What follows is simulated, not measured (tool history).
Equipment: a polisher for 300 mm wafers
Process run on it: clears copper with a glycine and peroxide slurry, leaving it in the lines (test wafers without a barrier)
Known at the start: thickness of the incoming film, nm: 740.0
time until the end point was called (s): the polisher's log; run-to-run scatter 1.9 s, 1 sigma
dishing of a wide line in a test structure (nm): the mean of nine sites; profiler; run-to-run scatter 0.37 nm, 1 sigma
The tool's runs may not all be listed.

run  hour  flow of slurry (ml/min)  pressure of the wafer on the pad (kPa)  speed of the pad under the wafer (cm/s)  overpolish time after the end point (s)  time until the end point was called (s)  dishing of a wide line in a test structure (nm)
  1   0.0                      195                                    24.1                                       76                                        9                                   159.71                                           29.446
  2   6.4                      195                                    25.5                                       78                                        7                                   152.08                                           25.061
  3  14.3                      195                                    26.9                                       80                                        6                                   145.47                                           22.771
  4  22.8                      190                                    29.0                                       80                                        5                                   132.47                                           20.507
  5  26.2                      190                                    29.0                                       88                                        5                                   124.67                                           21.474
  6  28.7                      190                                    33.8                                       88                                        5                                   110.56                                           24.228

Run 7 comes next. What will it give?
  7  36.4                      190                                    32.4                                       88                                        4                                        ?                                                ?

time until the end point was called (s): 110.98
dishing of a wide line in a test structure (nm): 19.966
